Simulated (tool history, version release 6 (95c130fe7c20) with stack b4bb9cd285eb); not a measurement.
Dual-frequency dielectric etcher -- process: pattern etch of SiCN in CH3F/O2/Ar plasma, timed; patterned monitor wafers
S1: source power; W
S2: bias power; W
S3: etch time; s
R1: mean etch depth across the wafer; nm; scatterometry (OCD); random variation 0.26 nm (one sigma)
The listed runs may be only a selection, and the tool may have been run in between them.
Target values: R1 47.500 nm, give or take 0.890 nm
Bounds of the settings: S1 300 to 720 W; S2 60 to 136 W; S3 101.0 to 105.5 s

run 1 hour=0.0 | S1=510 S2=98 S3=101.0 | R1=48.877
run 2 hour=6.2 | S1=570 S2=98 S3=101.0 | R1=50.850
run 3 hour=9.2 | S1=570 S2=109 S3=101.0 | R1=53.262
run 4 hour=17.3 | S1=570 S2=103 S3=101.0 | R1=51.890
run 5 hour=19.0 | S1=540 S2=102 S3=101.0 | R1=50.601
run 6 hour=26.7 | S1=540 S2=102 S3=101.0 | R1=50.170
run 7 hour=31.5 | S1=520 S2=102 S3=101.0 | R1=50.877
run 8 hour=36.5 | S1=500 S2=100 S3=101.0 | R1=49.311
run 9 hour=44.6 | S1=490 S2=99 S3=101.0 | R1=48.547
-- hour=49.7 wet clean of the chamber
run 10 hour=49.7 | S1=480 S2=99 S3=101.0 | R1=50.653
run 11 hour=52.2 | S1=480 S2=95 S3=101.0 | R1=50.265

Which of these 4 next moves meets every target?
run A hour=54.7 | S1=400 S2=88 S3=101.0 | R1=?
run B hour=54.7 | S1=460 S2=86 S3=102.0 | R1=?
run C hour=54.7 | S1=470 S2=100 S3=101.5 | R1=?
run D hour=54.7 | S1=490 S2=98 S3=104.0 | R1=?

move=A R1=45.864
move=B R1=48.124
move=C R1=51.172
move=D R1=52.756
A: carries the result that was furthest off beyond its target, to the other side
B: in spec on every target
C: moves away from the targets compared with the last run
D: moves away from the targets compared with the last run
So the answer is move B, the one that meets all the targets.

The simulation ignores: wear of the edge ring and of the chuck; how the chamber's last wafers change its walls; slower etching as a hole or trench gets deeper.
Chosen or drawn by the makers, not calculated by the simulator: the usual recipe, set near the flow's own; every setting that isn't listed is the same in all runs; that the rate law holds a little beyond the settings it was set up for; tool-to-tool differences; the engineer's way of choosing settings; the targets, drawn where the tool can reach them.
